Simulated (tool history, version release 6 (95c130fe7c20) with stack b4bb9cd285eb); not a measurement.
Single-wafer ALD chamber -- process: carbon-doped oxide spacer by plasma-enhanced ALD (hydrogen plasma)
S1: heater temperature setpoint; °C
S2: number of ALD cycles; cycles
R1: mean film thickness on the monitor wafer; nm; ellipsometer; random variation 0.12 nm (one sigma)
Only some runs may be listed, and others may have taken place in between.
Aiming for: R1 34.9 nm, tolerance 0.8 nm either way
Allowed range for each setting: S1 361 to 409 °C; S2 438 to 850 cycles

run  hour   S1   S2      R1
  1     0  385  644  29.636
  2   8.6  385  661  30.347
  3  15.1  385  676  31.074
  4  22.6  376  676  31.054
  5  26.7  376  717  32.925
  6  29.5  376  723  33.345
  7  35.2  376  728  33.162
  8  36.5  376  734  33.679
  9    38  376  738  33.715

Consider the 5 candidate settings below. Which is the only one whose results all fall within their allowed miss of target?
  A  39.5  364  694   ?
  B  39.5  382  717   ?
  C  39.5  381  706   ?
  D  39.5  374  765   ?
  E  39.5  361  721   ?

move      R1
   A   32.06
   B  33.122
   C  32.614
   D   35.34
   E  33.307
A: moves away from the targets compared with the last run
B: moves away from the targets compared with the last run
C: moves away from the targets compared with the last run
D: hits every target within its allowed miss
E: moves away from the targets compared with the last run
Correct choice: D, which meets every target
